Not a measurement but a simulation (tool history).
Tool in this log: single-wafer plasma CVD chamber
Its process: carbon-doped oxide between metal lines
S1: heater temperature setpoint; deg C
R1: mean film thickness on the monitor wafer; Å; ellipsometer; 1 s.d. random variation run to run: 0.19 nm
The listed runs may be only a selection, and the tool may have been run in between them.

run 1 day=0 | S1=375 chamber_pressure_(Pa)=739 RF_power_(kW)=0.49 deposition_time_(s)=9.95 | R1=487.26
run 2 day=0.058 | S1=375 chamber_pressure_(Pa)=837 RF_power_(kW)=0.49 deposition_time_(s)=9.95 | R1=492.96
run 3 day=0.312 | S1=378 chamber_pressure_(Pa)=796 RF_power_(kW)=0.465 deposition_time_(s)=9.95 | R1=473.15
run 4 day=0.6 | S1=380 chamber_pressure_(Pa)=757 RF_power_(kW)=0.445 deposition_time_(s)=9.95 | R1=459.73
run 5 day=0.958 | S1=370 chamber_pressure_(Pa)=757 RF_power_(kW)=0.445 deposition_time_(s)=9.95 | R1=470.2
run 6 day=1.058 | S1=374 chamber_pressure_(Pa)=719 RF_power_(kW)=0.43 deposition_time_(s)=9.95 | R1=454.72

For run 7, what comes out?
run 7 day=1.208 | S1=383 chamber_pressure_(Pa)=571 RF_power_(kW)=0.395 deposition_time_(s)=9.95 | R1=?

{"run 7": {"R1": 415.33}}

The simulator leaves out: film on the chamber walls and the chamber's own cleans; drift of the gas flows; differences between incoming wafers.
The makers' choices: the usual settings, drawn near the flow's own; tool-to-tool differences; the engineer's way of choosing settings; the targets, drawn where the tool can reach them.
